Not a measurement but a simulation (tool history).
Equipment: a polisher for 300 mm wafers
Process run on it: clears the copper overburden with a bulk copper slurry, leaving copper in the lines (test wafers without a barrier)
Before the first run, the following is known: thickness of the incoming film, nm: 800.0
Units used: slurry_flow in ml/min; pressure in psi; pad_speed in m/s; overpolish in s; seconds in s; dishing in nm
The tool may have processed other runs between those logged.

{"run": 1, "hour": 0.0, "slurry_flow": 310, "pressure": 2.6, "pad_speed": 0.94, "slurry_solids": 1, "overpolish": 22, "seconds": 103.32, "dishing": 99.871}
{"run": 2, "hour": 7.7, "slurry_flow": 375, "pressure": 2.6, "pad_speed": 0.94, "slurry_solids": 1, "overpolish": 22, "seconds": 99.709, "dishing": 100.08}
{"run": 3, "hour": 11.0, "slurry_flow": 415, "pressure": 2.6, "pad_speed": 0.94, "slurry_solids": 1, "overpolish": 22, "seconds": 100.07, "dishing": 98.77}
{"run": 4, "hour": 17.6, "slurry_flow": 410, "pressure": 2.2, "pad_speed": 0.92, "slurry_solids": 1, "overpolish": 26, "seconds": 118.35, "dishing": 97.942}
{"run": 5, "hour": 24.0, "slurry_flow": 410, "pressure": 2.2, "pad_speed": 0.92, "slurry_solids": 1, "overpolish": 33, "seconds": 120.75, "dishing": 111.4}
{"run": 6, "hour": 31.6, "slurry_flow": 335, "pressure": 2.2, "pad_speed": 0.92, "slurry_solids": 1, "overpolish": 33, "seconds": 122.39, "dishing": 107.16}
{"run": 7, "hour": 33.8, "slurry_flow": 335, "pressure": 2.2, "pad_speed": 0.92, "slurry_solids": 1, "overpolish": 33, "seconds": 122.81, "dishing": 111.29}
{"run": 8, "hour": 42.3, "slurry_flow": 335, "pressure": 2.2, "pad_speed": 0.92, "slurry_solids": 1, "overpolish": 33, "seconds": 122.63, "dishing": 108.47}
{"run": 9, "hour": 47.9, "slurry_flow": 335, "pressure": 2, "pad_speed": 0.9, "slurry_solids": 1, "overpolish": 35, "seconds": 136.95, "dishing": 105.52}

Run 10, settings as shown, results not yet in. Your forecast:
{"run": 10, "hour": 50.7, "slurry_flow": 335, "pressure": 1.8, "pad_speed": 0.9, "slurry_solids": 1, "overpolish": 36, "seconds": "?", "dishing": "?"}

{"run 10": {"seconds": 152.4, "dishing": 95.943}}

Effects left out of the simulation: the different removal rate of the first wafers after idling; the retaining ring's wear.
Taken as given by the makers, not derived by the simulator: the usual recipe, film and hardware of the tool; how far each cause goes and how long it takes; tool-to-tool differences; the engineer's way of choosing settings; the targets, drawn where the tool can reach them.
